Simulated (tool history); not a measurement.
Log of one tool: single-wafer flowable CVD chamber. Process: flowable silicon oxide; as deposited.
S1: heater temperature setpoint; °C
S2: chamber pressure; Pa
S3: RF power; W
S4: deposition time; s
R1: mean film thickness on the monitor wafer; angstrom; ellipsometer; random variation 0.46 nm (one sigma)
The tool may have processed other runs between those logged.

run  hour   S1   S2    S3   S4      R1
  1   0.0  105  144  2185  495  3652.2
  2   5.0  111  144  2185  495  2971.4
  3  12.6  114  144  2185  495  2696.5
  4  20.8  116  144  2185  495  2546.8
  5  21.8  118  144  2185  495  2383.3
  6  27.0  118  144  2340  495  2401.3
  7  34.9  119  144  2340  495  2326.9
  8  41.5  120  144  2340  495  2256.6

Run 9 comes next. What will it give?
  9  43.9  121  144  2340  495   ?

R1: 2186.8 angstrom
